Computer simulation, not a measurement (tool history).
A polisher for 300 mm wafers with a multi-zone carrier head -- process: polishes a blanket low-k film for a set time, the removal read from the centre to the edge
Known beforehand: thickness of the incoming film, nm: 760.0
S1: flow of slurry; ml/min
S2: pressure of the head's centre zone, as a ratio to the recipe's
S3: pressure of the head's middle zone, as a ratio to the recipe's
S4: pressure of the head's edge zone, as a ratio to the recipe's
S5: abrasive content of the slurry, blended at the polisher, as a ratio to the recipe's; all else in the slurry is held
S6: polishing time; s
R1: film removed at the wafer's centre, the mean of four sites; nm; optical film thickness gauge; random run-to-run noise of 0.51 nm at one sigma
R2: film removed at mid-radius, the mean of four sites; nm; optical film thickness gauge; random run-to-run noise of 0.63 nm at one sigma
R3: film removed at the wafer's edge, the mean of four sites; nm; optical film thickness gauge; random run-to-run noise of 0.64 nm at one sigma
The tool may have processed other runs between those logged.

run 1 hour=0.0 | S1=200 S2=1.00 S3=1.00 S4=1.00 S5=1.00 S6=90 | R1=48.373 R2=49.413 R3=49.611
run 2 hour=6.9 | S1=200 S2=1.00 S3=1.05 S4=1.00 S5=1.00 S6=90 | R1=47.031 R2=51.768 R3=50.113
run 3 hour=12.5 | S1=195 S2=0.97 S3=1.03 S4=1.00 S5=0.95 S6=90 | R1=44.876 R2=49.689 R3=48.749
run 4 hour=17.1 | S1=195 S2=0.97 S3=1.03 S4=0.91 S5=0.95 S6=90 | R1=46.686 R2=49.739 R3=47.112
run 5 hour=22.4 | S1=195 S2=1.04 S3=1.03 S4=0.91 S5=0.95 S6=90 | R1=47.509 R2=48.448 R3=47.857
run 6 hour=28.8 | S1=195 S2=1.04 S3=1.03 S4=0.91 S5=0.95 S6=100 | R1=52.481 R2=54.886 R3=53.233

What does the tool deliver on the next run?
run 7 hour=30.7 | S1=195 S2=1.04 S3=1.03 S4=0.91 S5=0.95 S6=100 | R1=? R2=? R3=?

Run 7 measured R1 55.164 nm, R2 52.871 nm, R3 52.683 nm.
